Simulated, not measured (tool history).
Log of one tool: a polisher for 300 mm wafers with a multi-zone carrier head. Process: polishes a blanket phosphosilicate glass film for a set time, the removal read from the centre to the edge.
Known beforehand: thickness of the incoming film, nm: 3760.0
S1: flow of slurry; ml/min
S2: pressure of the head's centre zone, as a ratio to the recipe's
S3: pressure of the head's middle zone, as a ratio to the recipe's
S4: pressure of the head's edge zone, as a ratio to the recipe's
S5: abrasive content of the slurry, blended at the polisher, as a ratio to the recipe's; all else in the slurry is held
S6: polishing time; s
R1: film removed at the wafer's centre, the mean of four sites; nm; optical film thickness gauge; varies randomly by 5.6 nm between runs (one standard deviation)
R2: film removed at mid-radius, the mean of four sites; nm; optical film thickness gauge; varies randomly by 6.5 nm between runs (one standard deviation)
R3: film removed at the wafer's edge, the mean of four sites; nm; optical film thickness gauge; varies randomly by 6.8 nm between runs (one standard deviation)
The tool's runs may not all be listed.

run    day   S1    S2    S3    S4    S5  S6      R1      R2      R3
  1  0.000  265  1.00  1.00  1.00  1.00  58  465.83  476.15  464.35
  2  0.258  265  1.07  1.00  1.00  1.00  58  499.73  463.34  465.00
  3  0.283  270  1.07  1.02  1.02  1.05  58  509.34  487.76  484.67
  4  0.588  270  1.07  1.08  1.02  1.05  58  503.22  514.03  490.68
  5  0.725  240  1.07  1.08  1.02  1.05  58  491.62  507.91  470.28
  6  1.058  240  1.07  1.08  1.02  1.05  46  398.14  400.77  380.10
  7  1.242  250  1.07  1.10  1.03  1.10  47  416.92  426.50  397.79
  8  1.392  260  1.07  1.11  1.04  1.15  48  433.82  445.51  421.76

Estimate the outcome of run 9 from the log above:
  9  1.492  265  1.07  1.12  1.04  1.20  49   ?   ?   ?

{"run 9": {"R1": 449.07, "R2": 470.49, "R3": 426.3}}
